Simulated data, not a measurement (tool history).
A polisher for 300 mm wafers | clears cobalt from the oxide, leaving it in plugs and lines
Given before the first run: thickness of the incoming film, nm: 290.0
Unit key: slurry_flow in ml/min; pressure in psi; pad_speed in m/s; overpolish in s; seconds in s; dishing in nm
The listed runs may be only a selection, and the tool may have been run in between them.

{"run": 1, "day": 0.0, "slurry_flow": 130, "pressure": 1.8, "pad_speed": 0.86, "overpolish": 20, "seconds": 77.571, "dishing": 36.027}
{"run": 2, "day": 0.271, "slurry_flow": 130, "pressure": 1.8, "pad_speed": 0.86, "overpolish": 12, "seconds": 78.619, "dishing": 29.328}
{"run": 3, "day": 0.633, "slurry_flow": 130, "pressure": 1.8, "pad_speed": 0.86, "overpolish": 16, "seconds": 77.816, "dishing": 32.311}
{"run": 4, "day": 0.658, "slurry_flow": 125, "pressure": 1.5, "pad_speed": 0.84, "overpolish": 18, "seconds": 90.011, "dishing": 33.5}
{"run": 5, "day": 0.842, "slurry_flow": 155, "pressure": 1.5, "pad_speed": 0.84, "overpolish": 18, "seconds": 84.596, "dishing": 32.801}
{"run": 6, "day": 1.188, "slurry_flow": 155, "pressure": 1.5, "pad_speed": 0.84, "overpolish": 24, "seconds": 84.677, "dishing": 37.957}
{"run": 7, "day": 1.433, "slurry_flow": 130, "pressure": 1, "pad_speed": 0.66, "overpolish": 22, "seconds": 135.77, "dishing": 30.12}

Predict the results of run 8:
{"run": 8, "day": 1.8, "slurry_flow": 125, "pressure": 1, "pad_speed": 0.66, "overpolish": 22, "seconds": "?", "dishing": "?"}

For run 8 the tool returned seconds 135.67 s, dishing 28.343 nm.
